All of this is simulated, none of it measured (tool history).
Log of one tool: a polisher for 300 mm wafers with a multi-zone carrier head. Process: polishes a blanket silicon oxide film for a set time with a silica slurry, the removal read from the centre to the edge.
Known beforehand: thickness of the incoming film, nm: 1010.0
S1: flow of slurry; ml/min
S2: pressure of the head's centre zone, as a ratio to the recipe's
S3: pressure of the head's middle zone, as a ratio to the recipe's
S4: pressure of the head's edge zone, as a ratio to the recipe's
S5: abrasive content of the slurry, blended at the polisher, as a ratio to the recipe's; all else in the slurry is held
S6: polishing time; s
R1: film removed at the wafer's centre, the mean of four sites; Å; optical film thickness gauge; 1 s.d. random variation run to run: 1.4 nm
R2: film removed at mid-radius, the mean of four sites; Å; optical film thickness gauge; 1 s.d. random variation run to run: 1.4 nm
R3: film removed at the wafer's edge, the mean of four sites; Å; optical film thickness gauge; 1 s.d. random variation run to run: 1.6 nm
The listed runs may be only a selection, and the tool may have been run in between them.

run	hour	S1	S2	S3	S4	S5	S6	R1	R2	R3
1	0	185	1	1	1	1	37	955.42	967.56	976.81
2	7.1	185	1	1	1	1	30	779.12	800.95	796.21
3	11.9	185	1	1	1	1.15	30	849.02	848.4	857.62
4	17.7	185	1	1	0.95	1.15	30	849.54	855.26	831.07
5	19.6	185	1	1	0.95	1.25	30	884.26	882.37	872.81
6	23.4	200	1.02	1.04	1.01	1.35	34	1064.1	1081.8	1054.3
7	25.7	205	1.03	1.05	1.05	1.4	37	1190.8	1200.9	1221.4

Run 8 comes next. What will it give?
8	33.7	215	1.05	1.08	1.09	1.45	39	?	?	?

R1: 1312.6 Å
R2: 1326.5 Å
R3: 1289.3 Å
